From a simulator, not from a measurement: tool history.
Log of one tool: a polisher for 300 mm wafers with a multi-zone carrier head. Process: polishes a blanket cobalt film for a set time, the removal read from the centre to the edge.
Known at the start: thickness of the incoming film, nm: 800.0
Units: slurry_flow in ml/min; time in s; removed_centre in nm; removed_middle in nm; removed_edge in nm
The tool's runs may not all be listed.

{"run": 1, "hour": 0.0, "slurry_flow": 260, "centre_zone": 1.0, "middle_zone": 1.0, "edge_zone": 1.0, "time": 67, "removed_centre": 243.75, "removed_middle": 247.32, "removed_edge": 237.46}
{"run": 2, "hour": 6.6, "slurry_flow": 260, "centre_zone": 1.0, "middle_zone": 1.05, "edge_zone": 1.0, "time": 67, "removed_centre": 237.74, "removed_middle": 255.22, "removed_edge": 241.57}
{"run": 3, "hour": 12.2, "slurry_flow": 260, "centre_zone": 0.92, "middle_zone": 1.05, "edge_zone": 1.0, "time": 67, "removed_centre": 222.75, "removed_middle": 256.86, "removed_edge": 240.73}
{"run": 4, "hour": 20.5, "slurry_flow": 260, "centre_zone": 0.94, "middle_zone": 1.04, "edge_zone": 1.04, "time": 71, "removed_centre": 241.53, "removed_middle": 269.54, "removed_edge": 259.94}
{"run": 5, "hour": 25.7, "slurry_flow": 260, "centre_zone": 0.95, "middle_zone": 1.03, "edge_zone": 1.07, "time": 74, "removed_centre": 252.69, "removed_middle": 278.76, "removed_edge": 274.14}
{"run": 6, "hour": 32.8, "slurry_flow": 265, "centre_zone": 0.96, "middle_zone": 1.02, "edge_zone": 1.1, "time": 77, "removed_centre": 263.73, "removed_middle": 290.19, "removed_edge": 286.93}
{"run": 7, "hour": 36.3, "slurry_flow": 260, "centre_zone": 0.97, "middle_zone": 1.0, "edge_zone": 1.12, "time": 80, "removed_centre": 273.52, "removed_middle": 295.56, "removed_edge": 304.61}
{"run": 8, "hour": 42.9, "slurry_flow": 265, "centre_zone": 0.99, "middle_zone": 1.0, "edge_zone": 1.13, "time": 81, "removed_centre": 287.09, "removed_middle": 299.78, "removed_edge": 307.13}
{"run": 9, "hour": 50.1, "slurry_flow": 265, "centre_zone": 0.99, "middle_zone": 1.0, "edge_zone": 1.14, "time": 82, "removed_centre": 301.15, "removed_middle": 301.27, "removed_edge": 314.09}
{"run": 10, "hour": 53.5, "slurry_flow": 265, "centre_zone": 0.98, "middle_zone": 1.0, "edge_zone": 1.15, "time": 83, "removed_centre": 295.31, "removed_middle": 312.32, "removed_edge": 313.36}

Run 11 comes next. What will it give?
{"run": 11, "hour": 56.0, "slurry_flow": 260, "centre_zone": 0.98, "middle_zone": 0.99, "edge_zone": 1.15, "time": 84, "removed_centre": "?", "removed_middle": "?", "removed_edge": "?"}

Run 11 gave removed_centre 298.04 nm, removed_middle 313.98 nm, removed_edge 318.05 nm.
